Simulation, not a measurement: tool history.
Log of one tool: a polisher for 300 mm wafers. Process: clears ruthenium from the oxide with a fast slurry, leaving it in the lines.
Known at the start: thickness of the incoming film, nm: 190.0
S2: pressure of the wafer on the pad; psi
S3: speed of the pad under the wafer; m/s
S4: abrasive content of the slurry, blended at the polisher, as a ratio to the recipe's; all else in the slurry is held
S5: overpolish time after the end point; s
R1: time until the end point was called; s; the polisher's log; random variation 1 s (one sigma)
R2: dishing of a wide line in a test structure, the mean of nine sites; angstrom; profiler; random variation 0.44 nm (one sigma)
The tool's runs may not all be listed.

{"run": 1, "hour": 0.0, "flow of slurry (ml/min)": 260, "S2": 2.1, "S3": 1.02, "S4": 1, "S5": 26, "R1": 69.134, "R2": 570.86}
{"run": 2, "hour": 4.7, "flow of slurry (ml/min)": 260, "S2": 2.1, "S3": 0.84, "S4": 1, "S5": 26, "R1": 83.409, "R2": 476.83}
{"run": 3, "hour": 8.9, "flow of slurry (ml/min)": 320, "S2": 2.1, "S3": 0.84, "S4": 1, "S5": 26, "R1": 81.358, "R2": 498.23}
{"run": 4, "hour": 13.1, "flow of slurry (ml/min)": 280, "S2": 2.1, "S3": 0.84, "S4": 1, "S5": 26, "R1": 84.097, "R2": 487.22}
{"run": 5, "hour": 18.7, "flow of slurry (ml/min)": 280, "S2": 2.5, "S3": 0.84, "S4": 1, "S5": 26, "R1": 68.968, "R2": 582.17}
{"run": 6, "hour": 22.1, "flow of slurry (ml/min)": 275, "S2": 2.4, "S3": 0.84, "S4": 1, "S5": 24, "R1": 72.507, "R2": 495.96}
{"run": 7, "hour": 24.1, "flow of slurry (ml/min)": 275, "S2": 2.3, "S3": 0.84, "S4": 1, "S5": 22, "R1": 75.851, "R2": 475.92}

The next listed run, before its measurement:
{"run": 8, "hour": 29.9, "flow of slurry (ml/min)": 260, "S2": 2.2, "S3": 0.84, "S4": 1, "S5": 20, "R1": "?", "R2": "?"}

R1: 79.26 s
R2: 411.65 angstrom
